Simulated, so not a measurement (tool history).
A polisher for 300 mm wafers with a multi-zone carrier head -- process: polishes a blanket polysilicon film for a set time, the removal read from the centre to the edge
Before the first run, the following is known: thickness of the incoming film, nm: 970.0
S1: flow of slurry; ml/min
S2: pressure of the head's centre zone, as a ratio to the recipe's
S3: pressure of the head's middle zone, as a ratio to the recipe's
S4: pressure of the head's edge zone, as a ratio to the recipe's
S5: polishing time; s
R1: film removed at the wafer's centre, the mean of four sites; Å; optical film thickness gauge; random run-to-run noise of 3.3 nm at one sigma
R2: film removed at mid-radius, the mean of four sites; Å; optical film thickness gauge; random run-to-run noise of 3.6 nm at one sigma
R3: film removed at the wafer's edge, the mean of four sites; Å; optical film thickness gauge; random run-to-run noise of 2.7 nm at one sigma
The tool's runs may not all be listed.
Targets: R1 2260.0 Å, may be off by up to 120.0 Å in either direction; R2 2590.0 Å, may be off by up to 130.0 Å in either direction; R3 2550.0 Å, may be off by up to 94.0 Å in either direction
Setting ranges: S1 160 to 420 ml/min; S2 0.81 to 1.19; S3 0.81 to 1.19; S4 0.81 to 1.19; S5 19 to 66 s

Run 1, hour 0.0: S1 270 ml/min, S2 1.00, S3 1.00, S4 1.00, S5 42 s. Result: R1 3192.3 Å, R2 3105.7 Å, R3 3147.4 Å.
Run 2, hour 8.4: S1 270 ml/min, S2 1.00, S3 1.00, S4 0.97, S5 42 s. Result: R1 3174.0 Å, R2 3136.4 Å, R3 3087.2 Å.
Run 3, hour 10.0: S1 270 ml/min, S2 1.00, S3 1.00, S4 0.93, S5 42 s. Result: R1 3131.6 Å, R2 3238.7 Å, R3 2976.4 Å.
Run 4, hour 14.3: S1 270 ml/min, S2 1.00, S3 1.00, S4 0.98, S5 42 s. Result: R1 3080.7 Å, R2 3068.2 Å, R3 3141.9 Å.
Run 5, hour 17.5: S1 215 ml/min, S2 1.00, S3 1.00, S4 0.98, S5 42 s. Result: R1 3112.5 Å, R2 3024.8 Å, R3 2976.0 Å.
Run 6, hour 20.0: S1 220 ml/min, S2 0.96, S3 0.99, S4 0.97, S5 40 s. Result: R1 2774.6 Å, R2 2897.6 Å, R3 2861.6 Å.
Run 7, hour 26.1: S1 215 ml/min, S2 0.94, S3 0.97, S4 0.96, S5 39 s. Result: R1 2618.7 Å, R2 2743.0 Å, R3 2755.4 Å.
Run 8, hour 32.9: S1 210 ml/min, S2 0.92, S3 0.96, S4 0.95, S5 39 s. Result: R1 2594.5 Å, R2 2680.3 Å, R3 2715.1 Å.
Run 9, hour 35.2: S1 205 ml/min, S2 0.90, S3 0.96, S4 0.94, S5 39 s. Result: R1 2573.5 Å, R2 2761.9 Å, R3 2723.6 Å.

Pick the move, out of 4, that brings all results within their allowed miss; only one does.
Run A, hour 37.5: S1 185 ml/min, S2 0.89, S3 0.88, S4 0.99, S5 36 s. Result: R1 ?, R2 ?, R3 ?.
Run B, hour 37.5: S1 160 ml/min, S2 1.05, S3 0.92, S4 0.87, S5 36 s. Result: R1 ?, R2 ?, R3 ?.
Run C, hour 37.5: S1 205 ml/min, S2 0.86, S3 0.98, S4 0.95, S5 36 s. Result: R1 ?, R2 ?, R3 ?.
Run D, hour 37.5: S1 220 ml/min, S2 0.97, S3 0.81, S4 1.07, S5 37 s. Result: R1 ?, R2 ?, R3 ?.

move      R1      R2      R3
   A  2257.4  2272.8  2517.4
   B  2579.0  2286.8  2318.0
   C  2226.8  2532.3  2498.3
   D  2613.4  2246.1  2749.2
A: the worst result of the last run now meets its target, but another is out of spec
B: roughly where the last run was
C: all results land within tolerance of their targets
D: lands further from the targets than the last run did
Go with C: it meets all targets.
